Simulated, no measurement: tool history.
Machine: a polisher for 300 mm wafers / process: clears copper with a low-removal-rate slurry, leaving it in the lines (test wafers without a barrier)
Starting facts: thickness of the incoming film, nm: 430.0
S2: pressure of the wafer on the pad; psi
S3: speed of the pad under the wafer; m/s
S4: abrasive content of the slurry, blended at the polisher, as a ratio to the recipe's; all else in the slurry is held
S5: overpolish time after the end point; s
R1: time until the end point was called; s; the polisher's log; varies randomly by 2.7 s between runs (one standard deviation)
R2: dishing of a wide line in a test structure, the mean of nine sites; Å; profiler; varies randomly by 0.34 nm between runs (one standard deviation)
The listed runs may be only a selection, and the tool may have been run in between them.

run 1 hour=0.0 | flow_of_slurry_(ml/min)=170 S2=2.6 S3=1.14 S4=1.0 S5=19 | R1=162.22 R2=347.11
run 2 hour=1.7 | flow_of_slurry_(ml/min)=170 S2=2.6 S3=1.14 S4=1.0 S5=13 | R1=164.77 R2=251.76
run 3 hour=9.8 | flow_of_slurry_(ml/min)=165 S2=2.3 S3=1.14 S4=1.0 S5=14 | R1=184.78 R2=240.88
run 4 hour=16.1 | flow_of_slurry_(ml/min)=160 S2=2.1 S3=1.14 S4=1.0 S5=15 | R1=198.91 R2=234.13
run 5 hour=18.1 | flow_of_slurry_(ml/min)=155 S2=1.9 S3=1.14 S4=1.0 S5=16 | R1=223.73 R2=229.96
run 6 hour=24.0 | flow_of_slurry_(ml/min)=155 S2=1.9 S3=1.14 S4=1.0 S5=19 | R1=229.69 R2=262.97
run 7 hour=28.6 | flow_of_slurry_(ml/min)=145 S2=1.5 S3=1.14 S4=1.0 S5=17 | R1=280.56 R2=189.61

Run 8 is up next; what results do you expect?
run 8 hour=31.9 | flow_of_slurry_(ml/min)=150 S2=1.5 S3=1.14 S4=1.0 S5=17 | R1=? R2=?

For run 8 the tool returned R1 287.42 s, R2 190.24 Å.
